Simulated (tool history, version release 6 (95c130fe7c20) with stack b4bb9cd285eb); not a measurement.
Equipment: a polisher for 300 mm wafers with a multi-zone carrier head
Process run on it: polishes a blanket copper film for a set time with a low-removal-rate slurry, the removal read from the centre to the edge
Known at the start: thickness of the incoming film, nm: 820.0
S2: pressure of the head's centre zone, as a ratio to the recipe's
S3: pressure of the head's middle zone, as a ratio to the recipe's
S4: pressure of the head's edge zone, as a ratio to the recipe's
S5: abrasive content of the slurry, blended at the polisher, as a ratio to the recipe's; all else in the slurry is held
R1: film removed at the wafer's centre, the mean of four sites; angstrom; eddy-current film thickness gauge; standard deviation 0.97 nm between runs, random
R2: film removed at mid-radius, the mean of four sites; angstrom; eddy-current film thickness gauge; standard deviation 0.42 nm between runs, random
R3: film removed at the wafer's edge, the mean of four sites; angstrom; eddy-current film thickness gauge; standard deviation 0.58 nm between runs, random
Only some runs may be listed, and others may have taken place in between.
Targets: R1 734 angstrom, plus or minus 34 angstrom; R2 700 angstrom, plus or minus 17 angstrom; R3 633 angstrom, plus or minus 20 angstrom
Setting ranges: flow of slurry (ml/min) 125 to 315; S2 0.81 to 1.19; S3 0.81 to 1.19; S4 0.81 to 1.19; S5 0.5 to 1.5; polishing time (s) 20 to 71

Run 1, hour 0: flow of slurry (ml/min) 205, S2 1, S3 1, S4 1, S5 1, polishing time (s) 45. Result: R1 955.56 angstrom, R2 960.17 angstrom, R3 952.3 angstrom.
Run 2, hour 8: flow of slurry (ml/min) 205, S2 1, S3 1, S4 1.06, S5 1, polishing time (s) 45. Result: R1 963.39 angstrom, R2 963.67 angstrom, R3 970.87 angstrom.
Run 3, hour 10.5: flow of slurry (ml/min) 205, S2 1, S3 1, S4 1.11, S5 1, polishing time (s) 45. Result: R1 971.49 angstrom, R2 962.99 angstrom, R3 1009.9 angstrom.
Run 4, hour 15.4: flow of slurry (ml/min) 205, S2 1.01, S3 1, S4 1.07, S5 0.95, polishing time (s) 44. Result: R1 962 angstrom, R2 925.31 angstrom, R3 944.44 angstrom.
Run 5, hour 17.7: flow of slurry (ml/min) 250, S2 1.01, S3 1, S4 1.07, S5 0.95, polishing time (s) 44. Result: R1 965.58 angstrom, R2 953.63 angstrom, R3 974.81 angstrom.
Run 6, hour 18.3: flow of slurry (ml/min) 230, S2 1.01, S3 1, S4 1.07, S5 0.95, polishing time (s) 44. Result: R1 951.99 angstrom, R2 942.44 angstrom, R3 963.95 angstrom.
Run 7, hour 25.8: flow of slurry (ml/min) 220, S2 1.01, S3 1, S4 1.04, S5 0.9, polishing time (s) 43. Result: R1 908.7 angstrom, R2 907.21 angstrom, R3 908.97 angstrom.
Run 8, hour 33.1: flow of slurry (ml/min) 215, S2 1.02, S3 1, S4 1.01, S5 0.85, polishing time (s) 42. Result: R1 888.6 angstrom, R2 860.3 angstrom, R3 870.7 angstrom.
Run 9, hour 39.9: flow of slurry (ml/min) 210, S2 1.03, S3 1.01, S4 0.98, S5 0.8, polishing time (s) 41. Result: R1 849.82 angstrom, R2 836.97 angstrom, R3 813.05 angstrom.
Run 10, hour 48.4: flow of slurry (ml/min) 210, S2 1.03, S3 1.01, S4 0.98, S5 0.8, polishing time (s) 41. Result: R1 865.83 angstrom, R2 837.8 angstrom, R3 826.78 angstrom.
Run 11, hour 50.3: flow of slurry (ml/min) 205, S2 1.04, S3 1.02, S4 0.96, S5 0.75, polishing time (s) 40. Result: R1 803.55 angstrom, R2 804.27 angstrom, R3 772.91 angstrom.
Run 12, hour 57.2: flow of slurry (ml/min) 200, S2 1.05, S3 1.02, S4 0.94, S5 0.7, polishing time (s) 40. Result: R1 801.81 angstrom, R2 796.88 angstrom, R3 754.93 angstrom.

Consider the 5 candidate settings below. Which is the only one whose results all fall within their allowed miss of target?
Run A, hour 64.1: flow of slurry (ml/min) 245, S2 0.94, S3 0.96, S4 1.04, S5 0.6, polishing time (s) 36. Result: R1 ?, R2 ?, R3 ?.
Run B, hour 64.1: flow of slurry (ml/min) 155, S2 1.06, S3 0.84, S4 1.1, S5 0.65, polishing time (s) 47. Result: R1 ?, R2 ?, R3 ?.
Run C, hour 64.1: flow of slurry (ml/min) 195, S2 0.96, S3 0.94, S4 0.97, S5 0.75, polishing time (s) 35. Result: R1 ?, R2 ?, R3 ?.
Run D, hour 64.1: flow of slurry (ml/min) 215, S2 1.07, S3 1.02, S4 0.85, S5 0.55, polishing time (s) 37. Result: R1 ?, R2 ?, R3 ?.
Run E, hour 64.1: flow of slurry (ml/min) 200, S2 1.12, S3 1.01, S4 0.94, S5 0.65, polishing time (s) 34. Result: R1 ?, R2 ?, R3 ?.

move      R1      R2      R3
   A     668  673.89  695.83
   B  923.23  746.58  904.64
   C  679.35  661.99  678.33
   D  748.85  698.29  626.11
   E  745.41  659.03  625.98
A: moves toward the targets from the last run without getting all of them in spec
B: lands further from the targets than the last run did
C: moves toward the targets from the last run without getting all of them in spec
D: meets every target
E: brings the last run's worst result on target, with another outside its allowed miss
D meets every target.
